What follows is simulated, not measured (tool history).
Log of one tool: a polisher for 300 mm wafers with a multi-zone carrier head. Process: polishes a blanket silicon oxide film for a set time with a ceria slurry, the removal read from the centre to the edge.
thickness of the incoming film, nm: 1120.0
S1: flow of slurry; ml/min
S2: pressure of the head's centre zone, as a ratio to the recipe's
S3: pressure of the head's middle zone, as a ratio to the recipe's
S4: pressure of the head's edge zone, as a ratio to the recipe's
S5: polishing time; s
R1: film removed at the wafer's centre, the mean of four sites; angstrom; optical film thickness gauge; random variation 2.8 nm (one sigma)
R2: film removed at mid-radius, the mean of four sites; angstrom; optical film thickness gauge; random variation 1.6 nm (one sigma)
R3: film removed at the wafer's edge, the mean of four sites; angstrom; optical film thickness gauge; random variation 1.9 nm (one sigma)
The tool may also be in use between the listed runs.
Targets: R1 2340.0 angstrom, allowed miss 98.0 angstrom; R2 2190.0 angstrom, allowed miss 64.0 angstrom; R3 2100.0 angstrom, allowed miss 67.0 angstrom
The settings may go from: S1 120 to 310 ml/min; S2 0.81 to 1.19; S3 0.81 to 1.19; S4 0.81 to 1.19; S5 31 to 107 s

Run 1, hour 0.0: S1 200 ml/min, S2 1.00, S3 1.00, S4 1.00, S5 69 s. Result: R1 3565.0 angstrom, R2 3568.6 angstrom, R3 3569.4 angstrom.
Run 2, hour 7.0: S1 200 ml/min, S2 1.01, S3 0.99, S4 0.96, S5 62 s. Result: R1 3386.4 angstrom, R2 3173.9 angstrom, R3 3132.3 angstrom.
Run 3, hour 15.6: S1 250 ml/min, S2 1.01, S3 0.99, S4 0.96, S5 62 s. Result: R1 3343.2 angstrom, R2 3270.6 angstrom, R3 3147.1 angstrom.
Run 4, hour 23.9: S1 255 ml/min, S2 1.00, S3 0.98, S4 0.94, S5 56 s. Result: R1 3021.5 angstrom, R2 2921.9 angstrom, R3 2870.1 angstrom.
Run 5, hour 31.7: S1 255 ml/min, S2 1.00, S3 0.98, S4 1.02, S5 56 s. Result: R1 3068.1 angstrom, R2 2907.6 angstrom, R3 3005.2 angstrom.
Run 6, hour 40.7: S1 255 ml/min, S2 1.03, S3 0.98, S4 1.02, S5 56 s. Result: R1 3202.5 angstrom, R2 2862.5 angstrom, R3 2913.9 angstrom.
Run 7, hour 48.3: S1 260 ml/min, S2 1.02, S3 0.98, S4 0.99, S5 51 s. Result: R1 2793.4 angstrom, R2 2670.8 angstrom, R3 2697.0 angstrom.
Run 8, hour 56.5: S1 205 ml/min, S2 1.12, S3 0.96, S4 0.89, S5 40 s. Result: R1 2355.0 angstrom, R2 1995.6 angstrom, R3 1959.4 angstrom.
Run 9, hour 60.7: S1 215 ml/min, S2 1.10, S3 0.97, S4 0.90, S5 40 s. Result: R1 2331.8 angstrom, R2 2012.2 angstrom, R3 1948.5 angstrom.
Run 10, hour 65.4: S1 225 ml/min, S2 1.09, S3 0.98, S4 0.91, S5 40 s. Result: R1 2337.1 angstrom, R2 2050.7 angstrom, R3 2002.3 angstrom.
Run 11, hour 69.3: S1 230 ml/min, S2 1.08, S3 0.99, S4 0.92, S5 40 s. Result: R1 2341.8 angstrom, R2 2087.9 angstrom, R3 2008.2 angstrom.
Run 12, hour 76.4: S1 235 ml/min, S2 1.07, S3 0.99, S4 0.93, S5 40 s. Result: R1 2323.2 angstrom, R2 2084.9 angstrom, R3 2001.4 angstrom.
Run 13, hour 84.0: S1 240 ml/min, S2 1.06, S3 0.99, S4 0.94, S5 40 s. Result: R1 2321.4 angstrom, R2 2093.4 angstrom, R3 2038.5 angstrom.
Run 14, hour 91.7: S1 245 ml/min, S2 1.05, S3 0.99, S4 0.94, S5 40 s. Result: R1 2249.8 angstrom, R2 2075.8 angstrom, R3 2002.0 angstrom.

Which of these 4 next moves meets every target?
Run A, hour 99.4: S1 240 ml/min, S2 1.04, S3 0.90, S4 1.00, S5 42 s. Result: R1 ?, R2 ?, R3 ?.
Run B, hour 99.4: S1 185 ml/min, S2 1.02, S3 0.98, S4 0.88, S5 44 s. Result: R1 ?, R2 ?, R3 ?.
Run C, hour 99.4: S1 250 ml/min, S2 1.04, S3 1.09, S4 0.81, S5 38 s. Result: R1 ?, R2 ?, R3 ?.
Run D, hour 99.4: S1 270 ml/min, S2 1.14, S3 0.97, S4 0.90, S5 38 s. Result: R1 ?, R2 ?, R3 ?.

move      R1      R2      R3
   A  2389.6  2029.8  2180.1
   B  2385.4  2224.7  2107.6
   C  2174.2  2167.1  1791.2
   D  2401.4  1975.6  1890.7
A: further off than the last run
B: meets every target
C: brings the result that was furthest off to its target, and leaves another outside
D: further off than the last run
Move B is the one to make.
